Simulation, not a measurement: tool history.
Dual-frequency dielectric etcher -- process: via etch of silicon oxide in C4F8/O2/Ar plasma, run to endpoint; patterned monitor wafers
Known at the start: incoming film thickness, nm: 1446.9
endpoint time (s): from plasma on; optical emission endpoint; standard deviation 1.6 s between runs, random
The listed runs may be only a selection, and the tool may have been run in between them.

| run | hour | source power (kW) | bias power (kW) | endpoint time (s) |
|---|---|---|---|---|
| 1 | 0 | 2.46 | 1.79 | 262.42 |
| 2 | 7.9 | 2.46 | 1.476 | 271.88 |
| 3 | 14.9 | 2.65 | 1.546 | 258.54 |
| 4 | 21.3 | 3.01 | 1.546 | 245.36 |
| 5 | 26.9 | 2.76 | 1.546 | 253.78 |
| 6 | 33.3 | 2.89 | 1.58 | 246.15 |

Estimate the outcome of run 7 from the log above:
| 7 | 38.6 | 2.98 | 1.602 | ? |

Run 7 measured endpoint time (s) 243.66.

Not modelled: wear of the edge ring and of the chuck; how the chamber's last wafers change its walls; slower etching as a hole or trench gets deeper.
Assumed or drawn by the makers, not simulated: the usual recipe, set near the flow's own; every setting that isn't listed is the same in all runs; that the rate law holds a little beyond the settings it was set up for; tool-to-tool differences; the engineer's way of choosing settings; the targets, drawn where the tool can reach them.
